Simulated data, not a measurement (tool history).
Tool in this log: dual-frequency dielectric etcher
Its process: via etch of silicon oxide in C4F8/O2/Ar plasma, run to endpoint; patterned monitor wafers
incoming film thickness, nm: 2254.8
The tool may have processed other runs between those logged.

{"run": 1, "day": 0.0, "source power (W)": 2490, "bias power (W)": 2191, "endpoint time (s)": 404.55}
{"run": 2, "day": 0.375, "source power (W)": 2490, "bias power (W)": 1868, "endpoint time (s)": 435.13}
{"run": 3, "day": 0.604, "source power (W)": 2250, "bias power (W)": 1868, "endpoint time (s)": 459.47}
{"run": 4, "day": 0.867, "source power (W)": 2270, "bias power (W)": 1870, "endpoint time (s)": 456.87}
{"run": 5, "day": 1.05, "source power (W)": 2270, "bias power (W)": 2061, "endpoint time (s)": 436.02}
{"run": 6, "day": 1.283, "source power (W)": 2270, "bias power (W)": 2334, "endpoint time (s)": 417.66}
{"run": 7, "day": 1.596, "source power (W)": 1800, "bias power (W)": 2266, "endpoint time (s)": 471.76}

Estimate the outcome of run 8 from the log above:
{"run": 8, "day": 1.738, "source power (W)": 2040, "bias power (W)": 2291, "endpoint time (s)": "?"}

{"run 8": {"endpoint time (s)": 437.7}}
